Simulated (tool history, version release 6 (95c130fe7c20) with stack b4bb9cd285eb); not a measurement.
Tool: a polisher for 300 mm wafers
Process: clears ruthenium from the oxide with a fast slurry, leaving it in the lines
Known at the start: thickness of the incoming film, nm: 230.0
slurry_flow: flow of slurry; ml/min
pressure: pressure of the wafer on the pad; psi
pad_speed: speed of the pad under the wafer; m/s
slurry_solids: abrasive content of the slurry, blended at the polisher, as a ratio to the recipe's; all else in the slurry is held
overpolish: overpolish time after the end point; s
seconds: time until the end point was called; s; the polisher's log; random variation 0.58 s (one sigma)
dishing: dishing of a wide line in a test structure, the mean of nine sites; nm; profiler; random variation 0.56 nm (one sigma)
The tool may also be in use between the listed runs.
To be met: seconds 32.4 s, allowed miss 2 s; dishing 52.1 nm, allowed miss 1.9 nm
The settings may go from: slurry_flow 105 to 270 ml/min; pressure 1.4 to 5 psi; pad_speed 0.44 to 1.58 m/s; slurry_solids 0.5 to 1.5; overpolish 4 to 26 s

run    day  slurry_flow  pressure  pad_speed  slurry_solids  overpolish  seconds  dishing
  1      0          175       3.2          1              1          13   56.277   39.368
  2  0.329          135       3.2          1              1          13   59.525   38.242
  3  0.433          135       3.2       1.08              1          13   52.995    39.96
  4  0.729          135       3.2       1.08              1           8   53.786   27.644
  5    1.1          135       3.4       1.08              1           8   52.843   28.158
  6  1.188          135       3.5        1.1              1           8     48.7   29.533
     1.417  -- slurry blender recalibrated
  7  1.417          135       3.6        1.1              1           9    41.14   37.251
  8    1.7          135       3.8       1.08              1          10   39.757   40.722

4 next moves are on the table. One of them brings every result within its allowed miss. Which?
  A  1.983          105       3.8       1.28           1.25          11        ?        ?
  B  1.983          235       4.5       1.12           0.95          12        ?        ?
  C  1.983          105       4.3       1.12           0.95          13        ?        ?
  D  1.983          185         4       1.16           1.15          10        ?        ?

move  seconds  dishing
   A   32.848   52.845
   B   32.614   56.433
   C   38.074   53.575
   D   32.804   49.379
A: meets every target
B: takes the result that was furthest off past its target
C: brings the result that was furthest off to its target, and leaves another outside
D: nearer than the last run, and not there yet
The right move is A.
